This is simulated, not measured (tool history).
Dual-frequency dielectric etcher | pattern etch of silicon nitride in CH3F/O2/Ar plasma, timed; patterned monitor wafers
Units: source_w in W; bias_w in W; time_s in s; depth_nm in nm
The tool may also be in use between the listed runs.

| run | hour | source_w | bias_w | time_s | depth_nm |
|---|---|---|---|---|---|
| 1 | 0 | 490 | 52 | 51 | 33.579 |
| 2 | 2.9 | 490 | 56 | 51 | 33.961 |
| 3 | 6.3 | 490 | 61 | 51 | 35.237 |
| 4 | 9.3 | 500 | 62 | 51 | 35.913 |
| 5 | 16.7 | 500 | 69 | 51 | 37.061 |
| 6 | 22.3 | 500 | 60 | 51 | 35.24 |
| 7 | 30.4 | 510 | 61 | 51 | 35.746 |
| 8 | 39.1 | 520 | 61 | 51 | 35.921 |
| 9 | 41.9 | 530 | 62 | 51 | 36.479 |
| 10 | 43.2 | 540 | 62 | 51 | 36.577 |

The next listed run, before its measurement:
| 11 | 46.5 | 550 | 63 | 51 | ? |

{"run 11": {"depth_nm": 36.951}}

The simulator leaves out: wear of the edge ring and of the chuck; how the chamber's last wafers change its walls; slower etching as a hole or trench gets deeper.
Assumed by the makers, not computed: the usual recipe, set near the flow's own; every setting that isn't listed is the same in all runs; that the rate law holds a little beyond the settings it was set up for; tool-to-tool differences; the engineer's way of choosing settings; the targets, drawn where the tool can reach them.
